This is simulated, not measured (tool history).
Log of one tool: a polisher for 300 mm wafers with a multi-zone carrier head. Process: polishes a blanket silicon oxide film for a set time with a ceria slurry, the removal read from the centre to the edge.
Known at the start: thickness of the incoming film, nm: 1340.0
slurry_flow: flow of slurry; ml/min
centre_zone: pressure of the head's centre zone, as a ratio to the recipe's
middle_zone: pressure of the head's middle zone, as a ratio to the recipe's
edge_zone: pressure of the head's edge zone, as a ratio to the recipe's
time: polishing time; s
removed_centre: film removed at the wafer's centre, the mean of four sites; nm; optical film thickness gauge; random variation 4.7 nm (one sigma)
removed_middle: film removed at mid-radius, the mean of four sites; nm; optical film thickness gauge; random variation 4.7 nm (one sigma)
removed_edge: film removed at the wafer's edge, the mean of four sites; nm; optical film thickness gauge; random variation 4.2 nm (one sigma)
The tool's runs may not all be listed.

| run | hour | slurry_flow | centre_zone | middle_zone | edge_zone | time | removed_centre | removed_middle | removed_edge |
|---|---|---|---|---|---|---|---|---|---|
| 1 | 0.0 | 185 | 1.00 | 1.00 | 1.00 | 73 | 374.03 | 368.68 | 361.81 |
| 2 | 7.6 | 190 | 1.02 | 1.02 | 1.01 | 74 | 382.35 | 385.15 | 365.89 |
| 3 | 13.9 | 190 | 0.97 | 1.02 | 1.01 | 74 | 371.17 | 387.05 | 370.41 |
| 4 | 19.9 | 235 | 0.97 | 1.02 | 1.01 | 74 | 373.62 | 393.91 | 373.84 |
| 5 | 26.8 | 205 | 0.97 | 1.02 | 1.01 | 74 | 374.43 | 381.51 | 379.09 |
| 6 | 35.1 | 205 | 0.97 | 1.02 | 1.01 | 87 | 439.53 | 459.08 | 438.42 |
| 7 | 38.7 | 205 | 0.98 | 1.02 | 1.01 | 87 | 440.92 | 462.51 | 435.64 |
| 8 | 43.6 | 205 | 0.98 | 1.02 | 1.01 | 87 | 436.96 | 454.68 | 439.07 |
| 9 | 44.5 | 205 | 1.00 | 1.03 | 1.00 | 87 | 454.44 | 457.29 | 436.33 |

Run 10 comes next. What will it give?
| 10 | 51.2 | 205 | 1.01 | 1.04 | 0.99 | 87 | ? | ? | ? |

removed_centre: 450.46 nm
removed_middle: 461.42 nm
removed_edge: 432.83 nm

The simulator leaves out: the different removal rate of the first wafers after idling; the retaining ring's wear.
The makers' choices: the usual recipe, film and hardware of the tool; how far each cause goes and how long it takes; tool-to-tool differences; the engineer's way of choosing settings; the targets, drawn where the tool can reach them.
